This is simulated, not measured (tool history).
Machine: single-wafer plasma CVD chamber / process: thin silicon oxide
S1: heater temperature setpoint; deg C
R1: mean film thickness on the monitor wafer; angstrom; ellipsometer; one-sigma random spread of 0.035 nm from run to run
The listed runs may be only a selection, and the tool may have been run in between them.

run 1 hour=0 | S1=375 chamber_pressure_(Pa)=132.4 RF_power_(kW)=0.36 deposition_time_(s)=4.21 | R1=88.188
run 2 hour=6 | S1=375 chamber_pressure_(Pa)=142.5 RF_power_(kW)=0.36 deposition_time_(s)=4.21 | R1=91.954
run 3 hour=15 | S1=384 chamber_pressure_(Pa)=142.5 RF_power_(kW)=0.36 deposition_time_(s)=4.21 | R1=92.125
run 4 hour=15.7 | S1=393 chamber_pressure_(Pa)=142.5 RF_power_(kW)=0.36 deposition_time_(s)=4.21 | R1=91.498
run 5 hour=22.6 | S1=397 chamber_pressure_(Pa)=142.5 RF_power_(kW)=0.36 deposition_time_(s)=4.21 | R1=91.417
run 6 hour=31.2 | S1=397 chamber_pressure_(Pa)=142.5 RF_power_(kW)=0.36 deposition_time_(s)=4.21 | R1=91.31

What will run 7 give?
run 7 hour=36.8 | S1=397 chamber_pressure_(Pa)=151.1 RF_power_(kW)=0.36 deposition_time_(s)=4.21 | R1=?

R1: 95.06 angstrom
